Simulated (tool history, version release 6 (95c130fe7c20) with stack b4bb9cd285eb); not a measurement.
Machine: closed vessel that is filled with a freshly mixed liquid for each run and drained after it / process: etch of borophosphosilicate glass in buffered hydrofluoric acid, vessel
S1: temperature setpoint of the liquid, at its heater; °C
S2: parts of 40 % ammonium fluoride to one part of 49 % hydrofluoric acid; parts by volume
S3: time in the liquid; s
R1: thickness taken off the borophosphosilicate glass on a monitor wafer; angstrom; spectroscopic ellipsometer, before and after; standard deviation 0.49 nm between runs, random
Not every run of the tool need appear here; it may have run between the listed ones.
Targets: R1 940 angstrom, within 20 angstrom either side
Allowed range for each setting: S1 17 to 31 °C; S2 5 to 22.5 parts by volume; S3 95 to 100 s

| run | hour | S1 | S2 | S3 | R1 |
|---|---|---|---|---|---|
| 1 | 0 | 23 | 13.5 | 95 | 1664.5 |
| 2 | 1.8 | 22.5 | 14 | 95 | 1568.8 |
| 3 | 8.1 | 19 | 14 | 95 | 1288.2 |
| 4 | 13.3 | 19 | 17.5 | 95 | 1040.7 |
| 5 | 16.4 | 18 | 17.5 | 95 | 971.57 |
| 6 | 24.5 | 18 | 20.5 | 95 | 843.73 |
| 7 | 29.2 | 19 | 20.5 | 95 | 896.46 |
| 8 | 32.3 | 19.5 | 20.5 | 95 | 919.61 |

Exercise: of the 5 proposed moves below, exactly one satisfies all targets within the stated allowed misses. Which move is it?
| A | 35.4 | 19.5 | 21 | 95 | ? |
| B | 35.4 | 20 | 22.5 | 95 | ? |
| C | 35.4 | 20 | 22.5 | 100 | ? |
| D | 35.4 | 19 | 22 | 100 | ? |
| E | 35.4 | 19 | 18.5 | 95 | ? |

| move | R1 |
|---|---|
| A | 898.69 |
| B | 880.75 |
| C | 927.1 |
| D | 890.96 |
| E | 976.86 |
A: further off than the last run
B: further off than the last run
C: in spec on every target
D: further off than the last run
E: the result that was furthest off in the last run now lies on the other side of its target
The right move is C.
